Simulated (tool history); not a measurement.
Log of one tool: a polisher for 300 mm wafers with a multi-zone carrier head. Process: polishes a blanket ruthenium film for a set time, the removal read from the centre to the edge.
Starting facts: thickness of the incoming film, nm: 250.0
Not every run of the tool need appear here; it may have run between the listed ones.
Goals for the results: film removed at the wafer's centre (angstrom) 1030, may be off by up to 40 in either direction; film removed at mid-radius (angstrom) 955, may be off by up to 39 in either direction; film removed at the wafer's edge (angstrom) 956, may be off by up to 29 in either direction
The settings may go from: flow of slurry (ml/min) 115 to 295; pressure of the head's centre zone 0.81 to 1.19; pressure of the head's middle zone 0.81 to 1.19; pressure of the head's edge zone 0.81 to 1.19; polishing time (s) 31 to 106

run  hour  flow of slurry (ml/min)  pressure of the head's centre zone  pressure of the head's middle zone  pressure of the head's edge zone  polishing time (s)  film removed at the wafer's centre (angstrom)  film removed at mid-radius (angstrom)  film removed at the wafer's edge (angstrom)
  1     0                      190                                   1                                   1                                 1                  68                                         751.82                                 723.87                                       759.66
  2   5.1                      190                                   1                                1.05                                 1                  68                                         749.96                                 758.05                                       750.29
  3   6.9                      200                                1.03                                1.06                              1.04                  71                                         809.64                                 808.24                                       808.71
  4   8.6                      160                                1.03                                1.06                              1.04                  71                                          781.2                                  770.2                                       776.52
  5    15                      160                                1.03                                0.98                              1.04                  71                                          777.2                                 716.59                                       777.08
  6  22.5                      180                                1.03                                0.98                              1.04                  71                                         798.51                                 737.44                                       792.64
  7  29.7                      200                                1.06                                   1                              1.06                  73                                          850.1                                 793.67                                       834.01
  8  32.1                      215                                1.09                                1.01                              1.08                  74                                         893.89                                 804.16                                       850.21
  9  39.2                      225                                 1.1                                1.03                              1.09                  76                                         940.29                                 861.63                                       896.26
 10    41                      235                                1.11                                1.04                               1.1                  77                                         949.53                                 877.94                                       909.62
 11  48.7                      240                                1.12                                1.05                               1.1                  78                                         975.39                                 895.51                                       921.16

Of the 5 settings listed for the next run, only one would bring every result within its allowed miss of target. Which one?
  A  56.4                      255                                1.01                                1.19                              1.02                  75                                              ?                                      ?                                            ?
  B  56.4                      240                                0.95                                1.14                              1.11                  82                                              ?                                      ?                                            ?
  C  56.4                      225                                 1.1                                1.04                              1.02                  85                                              ?                                      ?                                            ?
  D  56.4                      255                                1.08                                0.97                              1.13                  73                                              ?                                      ?                                            ?
  E  56.4                      235                                1.09                                0.99                              1.15                  79                                              ?                                      ?                                            ?

move  film removed at the wafer's centre (angstrom)  film removed at mid-radius (angstrom)  film removed at the wafer's edge (angstrom)
   A                                         883.41                                 974.56                                        870.7
   B                                         918.52                                 1019.2                                        980.5
   C                                         1042.6                                 967.97                                       976.89
   D                                         899.35                                 796.43                                       886.47
   E                                         968.69                                 867.85                                       958.83
A: meets the target for the result that was furthest off, but another lies outside its allowed miss
B: carries the result that was furthest off beyond its target, to the other side
C: every result within its allowed miss
D: lands further from the targets than the last run did
E: lands further from the targets than the last run did
The right move is C.
